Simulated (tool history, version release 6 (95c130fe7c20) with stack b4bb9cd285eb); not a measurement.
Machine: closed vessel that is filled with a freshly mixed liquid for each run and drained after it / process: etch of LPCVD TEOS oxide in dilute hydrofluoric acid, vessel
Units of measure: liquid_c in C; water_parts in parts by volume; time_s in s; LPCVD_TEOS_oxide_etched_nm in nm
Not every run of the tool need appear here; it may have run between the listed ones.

run  hour  liquid_c  water_parts  time_s  LPCVD_TEOS_oxide_etched_nm
  1   0.0      20.0           80      30                      10.762
  2   5.5      20.0           80      30                      10.732
  3  10.1      22.0           75      30                      12.569
  4  14.3      20.5           75      30                      11.901
  5  22.4      18.5           75      30                      10.932
  6  29.2      18.5           85      30                       9.476
  7  32.8      21.0           75      30                      12.048

Expected results for the next run?
  8  35.8      23.0           70      30                           ?

LPCVD_TEOS_oxide_etched_nm: 14.421 nm
